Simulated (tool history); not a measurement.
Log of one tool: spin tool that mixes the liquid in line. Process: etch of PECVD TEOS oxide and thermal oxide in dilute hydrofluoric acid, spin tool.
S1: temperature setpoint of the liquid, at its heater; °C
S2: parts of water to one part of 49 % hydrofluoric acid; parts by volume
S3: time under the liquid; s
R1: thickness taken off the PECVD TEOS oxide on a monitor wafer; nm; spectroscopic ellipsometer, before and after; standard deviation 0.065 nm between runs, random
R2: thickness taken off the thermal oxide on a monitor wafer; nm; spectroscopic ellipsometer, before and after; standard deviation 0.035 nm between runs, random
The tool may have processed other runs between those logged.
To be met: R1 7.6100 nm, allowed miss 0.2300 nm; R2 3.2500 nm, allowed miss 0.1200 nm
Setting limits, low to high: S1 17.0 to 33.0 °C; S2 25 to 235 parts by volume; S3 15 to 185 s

Run 1, hour 0.0: S1 25.0 °C, S2 130 parts by volume, S3 95 s. Result: R1 9.6327 nm, R2 4.1145 nm.
Run 2, hour 6.2: S1 28.0 °C, S2 130 parts by volume, S3 95 s. Result: R1 10.8090 nm, R2 4.6291 nm.
Run 3, hour 14.3: S1 28.0 °C, S2 130 parts by volume, S3 135 s. Result: R1 15.3180 nm, R2 6.3902 nm.
Run 4, hour 21.4: S1 28.0 °C, S2 130 parts by volume, S3 120 s. Result: R1 13.5160 nm, R2 5.8805 nm.
Run 5, hour 22.4: S1 28.0 °C, S2 170 parts by volume, S3 120 s. Result: R1 9.7934 nm, R2 4.1276 nm.
Run 6, hour 24.0: S1 27.0 °C, S2 170 parts by volume, S3 120 s. Result: R1 9.4688 nm, R2 4.0094 nm.
At hour 32.5: thermometer replaced.
Run 7, hour 32.5: S1 26.0 °C, S2 170 parts by volume, S3 120 s. Result: R1 8.7727 nm, R2 3.7788 nm.
Run 8, hour 36.1: S1 25.5 °C, S2 170 parts by volume, S3 120 s. Result: R1 8.6008 nm, R2 3.6776 nm.
Run 9, hour 44.4: S1 25.0 °C, S2 170 parts by volume, S3 120 s. Result: R1 8.3527 nm, R2 3.6293 nm.
Run 10, hour 50.1: S1 24.5 °C, S2 175 parts by volume, S3 120 s. Result: R1 7.8210 nm, R2 3.4429 nm.
Run 11, hour 57.1: S1 25.0 °C, S2 180 parts by volume, S3 120 s. Result: R1 7.9739 nm, R2 3.3724 nm.

Which one of the following 4 next-run settings gets every result inside its allowed miss? There is exactly one.
Run A, hour 64.1: S1 23.5 °C, S2 195 parts by volume, S3 145 s. Result: R1 ?, R2 ?.
Run B, hour 64.1: S1 24.5 °C, S2 200 parts by volume, S3 135 s. Result: R1 ?, R2 ?.
Run C, hour 64.1: S1 23.5 °C, S2 95 parts by volume, S3 65 s. Result: R1 ?, R2 ?.
Run D, hour 64.1: S1 20.0 °C, S2 140 parts by volume, S3 95 s. Result: R1 ?, R2 ?.

move      R1      R2
   A  8.1828  3.4480
   B  7.6667  3.2305
   C  8.4388  3.5559
   D  6.9142  2.9135
A: the biggest miss grows against the last run
B: hits every target within its allowed miss
C: the biggest miss grows against the last run
D: pushes the last run's worst result past its target
B is the move that brings every result within its allowed miss.
